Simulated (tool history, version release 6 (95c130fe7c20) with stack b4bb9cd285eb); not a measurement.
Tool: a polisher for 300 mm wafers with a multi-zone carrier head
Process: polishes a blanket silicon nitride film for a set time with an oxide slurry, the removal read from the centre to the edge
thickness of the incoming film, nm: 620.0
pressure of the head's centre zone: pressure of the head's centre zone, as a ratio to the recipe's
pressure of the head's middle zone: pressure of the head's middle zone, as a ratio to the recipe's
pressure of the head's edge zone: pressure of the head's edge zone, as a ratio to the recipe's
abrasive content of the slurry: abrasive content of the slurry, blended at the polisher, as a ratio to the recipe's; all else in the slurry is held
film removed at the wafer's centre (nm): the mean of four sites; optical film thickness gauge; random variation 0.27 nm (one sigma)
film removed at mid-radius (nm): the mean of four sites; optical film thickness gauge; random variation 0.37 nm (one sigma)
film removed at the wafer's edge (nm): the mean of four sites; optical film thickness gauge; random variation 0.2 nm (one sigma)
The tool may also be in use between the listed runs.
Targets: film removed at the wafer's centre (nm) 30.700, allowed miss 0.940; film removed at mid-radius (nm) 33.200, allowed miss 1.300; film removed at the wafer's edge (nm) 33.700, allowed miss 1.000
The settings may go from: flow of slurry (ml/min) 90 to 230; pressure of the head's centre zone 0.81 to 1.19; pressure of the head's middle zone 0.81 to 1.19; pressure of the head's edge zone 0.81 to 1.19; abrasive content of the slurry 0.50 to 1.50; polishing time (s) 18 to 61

| run | day | flow of slurry (ml/min) | pressure of the head's centre zone | pressure of the head's middle zone | pressure of the head's edge zone | abrasive content of the slurry | polishing time (s) | film removed at the wafer's centre (nm) | film removed at mid-radius (nm) | film removed at the wafer's edge (nm) |
|---|---|---|---|---|---|---|---|---|---|---|
| 1 | 0.000 | 150 | 1.00 | 1.00 | 1.00 | 1.00 | 39 | 46.224 | 46.216 | 46.243 |
| 2 | 0.296 | 150 | 1.00 | 1.07 | 1.00 | 1.00 | 39 | 47.446 | 48.541 | 46.351 |
| 3 | 0.529 | 145 | 0.99 | 1.05 | 0.99 | 0.95 | 39 | 44.202 | 46.725 | 45.133 |
| 4 | 0.792 | 145 | 0.99 | 1.04 | 0.98 | 0.90 | 39 | 43.319 | 44.508 | 43.445 |
| 5 | 1.154 | 145 | 0.99 | 0.98 | 0.98 | 0.90 | 39 | 43.407 | 41.996 | 43.375 |
| 6 | 1.433 | 170 | 0.99 | 0.98 | 0.98 | 0.90 | 39 | 45.075 | 43.803 | 44.760 |
| 7 | 1.533 | 165 | 0.98 | 0.98 | 0.96 | 0.85 | 39 | 42.354 | 42.275 | 42.594 |
| 8 | 1.742 | 160 | 0.97 | 0.97 | 0.95 | 0.85 | 39 | 43.270 | 41.476 | 42.410 |
| 9 | 1.979 | 160 | 0.97 | 0.97 | 0.95 | 0.85 | 39 | 41.890 | 41.768 | 42.499 |
| 10 | 2.133 | 155 | 0.96 | 0.97 | 0.94 | 0.80 | 39 | 40.548 | 40.021 | 40.136 |
| 11 | 2.250 | 150 | 0.94 | 0.96 | 0.94 | 0.80 | 39 | 39.361 | 38.924 | 40.394 |
| 12 | 2.525 | 150 | 0.94 | 0.96 | 0.94 | 0.80 | 39 | 39.015 | 39.028 | 40.224 |
| 13 | 2.888 | 145 | 0.93 | 0.96 | 0.93 | 0.80 | 39 | 38.355 | 39.543 | 40.362 |
| 14 | 3.221 | 140 | 0.92 | 0.96 | 0.92 | 0.80 | 39 | 37.639 | 39.085 | 39.807 |
| 15 | 3.279 | 140 | 0.92 | 0.96 | 0.92 | 0.80 | 39 | 37.936 | 39.368 | 39.396 |
| 16 | 3.308 | 135 | 0.91 | 0.95 | 0.91 | 0.80 | 39 | 37.447 | 38.165 | 39.588 |
| 17 | 3.438 | 135 | 0.91 | 0.95 | 0.91 | 0.80 | 39 | 37.115 | 38.798 | 39.258 |
| 18 | 3.688 | 130 | 0.90 | 0.94 | 0.90 | 0.80 | 39 | 35.990 | 38.016 | 38.212 |
| 19 | 4.058 | 125 | 0.89 | 0.93 | 0.89 | 0.80 | 39 | 34.752 | 37.309 | 38.804 |
| 20 | 4.317 | 125 | 0.89 | 0.93 | 0.88 | 0.80 | 39 | 35.288 | 36.871 | 38.235 |
| 21 | 4.617 | 125 | 0.89 | 0.93 | 0.87 | 0.80 | 39 | 35.626 | 36.465 | 37.759 |
| 22 | 4.938 | 125 | 0.88 | 0.93 | 0.86 | 0.80 | 39 | 35.512 | 37.181 | 37.491 |
| 23 | 5.175 | 125 | 0.88 | 0.93 | 0.86 | 0.80 | 39 | 35.661 | 36.665 | 38.034 |

4 next moves are on the table. One of them brings every result within its allowed miss. Which?
| A | 5.412 | 110 | 0.85 | 1.03 | 0.89 | 0.70 | 36 | ? | ? | ? |
| B | 5.412 | 160 | 0.83 | 0.89 | 0.83 | 0.90 | 32 | ? | ? | ? |
| C | 5.412 | 95 | 0.82 | 1.08 | 0.97 | 0.60 | 43 | ? | ? | ? |
| D | 5.412 | 115 | 0.92 | 0.81 | 0.82 | 0.75 | 37 | ? | ? | ? |

| move | film removed at the wafer's centre (nm) | film removed at mid-radius (nm) | film removed at the wafer's edge (nm) |
|---|---|---|---|
| A | 27.833 | 33.642 | 31.811 |
| B | 30.384 | 32.955 | 33.237 |
| C | 27.853 | 36.591 | 35.132 |
| D | 32.563 | 29.799 | 33.072 |
A: takes the result that was furthest off past its target
B: meets every target
C: takes the result that was furthest off past its target
D: nearer than the last run, and not there yet
Move B is the one to make.
